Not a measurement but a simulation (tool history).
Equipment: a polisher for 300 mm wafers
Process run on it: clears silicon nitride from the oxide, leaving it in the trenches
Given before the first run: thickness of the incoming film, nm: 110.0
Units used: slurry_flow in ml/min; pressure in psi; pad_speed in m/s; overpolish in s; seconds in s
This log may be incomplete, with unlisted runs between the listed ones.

run 1 hour=0 | slurry_flow=200 pressure=3.1 pad_speed=1.26 overpolish=30 | seconds=99.978
run 2 hour=1.1 | slurry_flow=200 pressure=3.1 pad_speed=1.04 overpolish=30 | seconds=119.84
run 3 hour=3.9 | slurry_flow=205 pressure=3.3 pad_speed=1.04 overpolish=30 | seconds=113.48
run 4 hour=5.2 | slurry_flow=205 pressure=3.5 pad_speed=1.04 overpolish=30 | seconds=107.62
run 5 hour=12.1 | slurry_flow=205 pressure=3.7 pad_speed=1.04 overpolish=30 | seconds=104.01
run 6 hour=18.7 | slurry_flow=205 pressure=3.7 pad_speed=1.04 overpolish=32 | seconds=103.02
run 7 hour=25.8 | slurry_flow=205 pressure=3.7 pad_speed=1.04 overpolish=32 | seconds=102.42
run 8 hour=27 | slurry_flow=205 pressure=3.8 pad_speed=1.04 overpolish=32 | seconds=99.344
run 9 hour=30.9 | slurry_flow=205 pressure=3.9 pad_speed=1.04 overpolish=32 | seconds=98.736
run 10 hour=36.3 | slurry_flow=210 pressure=4 pad_speed=1.04 overpolish=32 | seconds=95.352

Run 11, settings as shown, results not yet in. Your forecast:
run 11 hour=37.5 | slurry_flow=210 pressure=4.1 pad_speed=1.04 overpolish=32 | seconds=?

{"run 11": {"seconds": 93.812}}
